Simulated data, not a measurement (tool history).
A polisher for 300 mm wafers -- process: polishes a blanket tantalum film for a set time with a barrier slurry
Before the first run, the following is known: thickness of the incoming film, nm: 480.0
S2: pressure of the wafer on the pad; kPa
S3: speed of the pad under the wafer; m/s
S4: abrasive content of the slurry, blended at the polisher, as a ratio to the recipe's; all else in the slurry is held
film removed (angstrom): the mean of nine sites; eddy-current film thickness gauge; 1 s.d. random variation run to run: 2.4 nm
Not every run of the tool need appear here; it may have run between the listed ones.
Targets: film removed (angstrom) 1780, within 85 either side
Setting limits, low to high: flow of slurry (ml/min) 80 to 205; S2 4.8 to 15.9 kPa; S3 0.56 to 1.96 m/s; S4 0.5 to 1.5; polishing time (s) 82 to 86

{"run": 1, "hour": 0.0, "flow of slurry (ml/min)": 135, "S2": 10.3, "S3": 1.26, "S4": 1, "polishing time (s)": 82, "film removed (angstrom)": 1269.5}
{"run": 2, "hour": 6.7, "flow of slurry (ml/min)": 135, "S2": 11, "S3": 1.26, "S4": 1, "polishing time (s)": 82, "film removed (angstrom)": 1361.8}
{"run": 3, "hour": 10.3, "flow of slurry (ml/min)": 115, "S2": 11, "S3": 1.26, "S4": 1, "polishing time (s)": 82, "film removed (angstrom)": 1313.2}
{"run": 4, "hour": 11.1, "flow of slurry (ml/min)": 115, "S2": 11, "S3": 1.26, "S4": 1.1, "polishing time (s)": 82, "film removed (angstrom)": 1308.2}
{"run": 5, "hour": 18.3, "flow of slurry (ml/min)": 115, "S2": 9, "S3": 1.26, "S4": 1.1, "polishing time (s)": 82, "film removed (angstrom)": 1082.4}
{"run": 6, "hour": 27.0, "flow of slurry (ml/min)": 120, "S2": 10.3, "S3": 1.28, "S4": 1.1, "polishing time (s)": 82, "film removed (angstrom)": 1287.2}
{"run": 7, "hour": 31.6, "flow of slurry (ml/min)": 135, "S2": 13.1, "S3": 1.3, "S4": 1.1, "polishing time (s)": 82, "film removed (angstrom)": 1681.7}
{"run": 8, "hour": 39.2, "flow of slurry (ml/min)": 140, "S2": 13.1, "S3": 1.3, "S4": 1.1, "polishing time (s)": 82, "film removed (angstrom)": 1679.6}
{"run": 9, "hour": 47.2, "flow of slurry (ml/min)": 140, "S2": 13.1, "S3": 1.3, "S4": 1.1, "polishing time (s)": 82, "film removed (angstrom)": 1669.7}

Below are 5 possible settings for the next run. Only one of them brings all results inside the allowed miss of their targets. Which is it?
{"run": "A", "hour": 55.2, "flow of slurry (ml/min)": 160, "S2": 11, "S3": 1.38, "S4": 1.1, "polishing time (s)": 83, "film removed (angstrom)": "?"}
{"run": "B", "hour": 55.2, "flow of slurry (ml/min)": 145, "S2": 13.8, "S3": 1.2, "S4": 1.1, "polishing time (s)": 83, "film removed (angstrom)": "?"}
{"run": "C", "hour": 55.2, "flow of slurry (ml/min)": 140, "S2": 12.4, "S3": 1.32, "S4": 1.35, "polishing time (s)": 86, "film removed (angstrom)": "?"}
{"run": "D", "hour": 55.2, "flow of slurry (ml/min)": 135, "S2": 12.4, "S3": 1.22, "S4": 1, "polishing time (s)": 84, "film removed (angstrom)": "?"}
{"run": "E", "hour": 55.2, "flow of slurry (ml/min)": 145, "S2": 11.7, "S3": 1.34, "S4": 1.25, "polishing time (s)": 82, "film removed (angstrom)": "?"}

move=A film_removed_(angstrom)=1569.1
move=B film_removed_(angstrom)=1672.4
move=C film_removed_(angstrom)=1762.9
move=D film_removed_(angstrom)=1504.8
move=E film_removed_(angstrom)=1603.7
A: moves away from the targets compared with the last run
B: no better and no worse than the last run
C: every result within its allowed miss
D: moves away from the targets compared with the last run
E: moves away from the targets compared with the last run
Go with C: it meets all targets.
